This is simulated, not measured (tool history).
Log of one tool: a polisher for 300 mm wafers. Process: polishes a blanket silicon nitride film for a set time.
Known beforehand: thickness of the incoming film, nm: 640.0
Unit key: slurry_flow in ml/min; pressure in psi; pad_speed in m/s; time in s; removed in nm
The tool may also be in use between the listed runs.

| run | hour | slurry_flow | pressure | pad_speed | time | removed |
|---|---|---|---|---|---|---|
| 1 | 0 | 270 | 2.6 | 1.2 | 81 | 95.292 |
| 2 | 8.8 | 270 | 2.6 | 1.02 | 81 | 85.301 |
| 3 | 11.2 | 270 | 2.6 | 1.26 | 81 | 98.261 |
| 4 | 15.1 | 270 | 2.8 | 1.26 | 81 | 104.91 |
| 5 | 23.9 | 310 | 2.8 | 1.26 | 81 | 107.14 |
| 6 | 26.1 | 310 | 2.8 | 1 | 81 | 91.273 |
| 7 | 32.1 | 310 | 3.1 | 1.02 | 81 | 101.04 |
| 8 | 37.8 | 310 | 3.3 | 1.04 | 81 | 107.09 |
| 9 | 45 | 310 | 3.5 | 1.04 | 81 | 115.35 |

Expected results for the next run?
| 10 | 46.2 | 310 | 3.6 | 1.04 | 81 | ? |

Run 10 gave removed 119.67 nm.

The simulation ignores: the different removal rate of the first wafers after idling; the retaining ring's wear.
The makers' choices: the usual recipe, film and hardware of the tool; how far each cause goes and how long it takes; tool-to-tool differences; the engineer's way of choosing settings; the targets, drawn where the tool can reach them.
